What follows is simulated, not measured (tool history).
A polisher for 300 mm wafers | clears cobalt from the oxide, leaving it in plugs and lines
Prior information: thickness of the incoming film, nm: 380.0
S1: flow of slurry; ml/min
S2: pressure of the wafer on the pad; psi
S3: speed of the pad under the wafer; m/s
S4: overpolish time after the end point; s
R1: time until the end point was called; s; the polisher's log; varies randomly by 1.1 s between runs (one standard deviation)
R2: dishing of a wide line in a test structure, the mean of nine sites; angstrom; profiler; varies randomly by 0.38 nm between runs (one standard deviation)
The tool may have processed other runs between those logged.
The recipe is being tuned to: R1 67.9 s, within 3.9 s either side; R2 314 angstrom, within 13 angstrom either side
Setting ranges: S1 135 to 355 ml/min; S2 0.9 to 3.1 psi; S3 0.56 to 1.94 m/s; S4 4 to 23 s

| run | hour | S1 | S2 | S3 | S4 | R1 | R2 |
|---|---|---|---|---|---|---|---|
| 1 | 0 | 225 | 2 | 1.24 | 12 | 53.156 | 420.66 |
| 2 | 6.3 | 225 | 2.5 | 1.24 | 12 | 43.335 | 460.63 |
| 3 | 10.8 | 265 | 2.5 | 1.24 | 12 | 43.485 | 450.69 |
| 4 | 14.7 | 265 | 2.5 | 0.94 | 12 | 49.98 | 423.37 |
| 5 | 16.9 | 265 | 2.2 | 0.94 | 12 | 57.594 | 407.13 |
| 6 | 25.1 | 265 | 2.2 | 0.94 | 9 | 56.627 | 347.46 |
| 7 | 33.7 | 265 | 2.1 | 0.92 | 9 | 60.847 | 342.39 |
| 8 | 37.5 | 265 | 2 | 0.92 | 9 | 62.352 | 332.28 |

Which one of the following 4 next-run settings gets every result inside its allowed miss? There is exactly one.
| A | 41.3 | 300 | 2.7 | 0.58 | 9 | ? | ? |
| B | 41.3 | 285 | 2.1 | 1.06 | 8 | ? | ? |
| C | 41.3 | 240 | 1.8 | 0.94 | 9 | ? | ? |
| D | 41.3 | 190 | 1.9 | 0.74 | 13 | ? | ? |

| move | R1 | R2 |
|---|---|---|
| A | 61.001 | 336.09 |
| B | 55.382 | 331.66 |
| C | 68.185 | 313.98 |
| D | 75.886 | 366.59 |
A: further off than the last run
B: further off than the last run
C: all results in spec
D: pushes the last run's worst result past its target
C meets every target.

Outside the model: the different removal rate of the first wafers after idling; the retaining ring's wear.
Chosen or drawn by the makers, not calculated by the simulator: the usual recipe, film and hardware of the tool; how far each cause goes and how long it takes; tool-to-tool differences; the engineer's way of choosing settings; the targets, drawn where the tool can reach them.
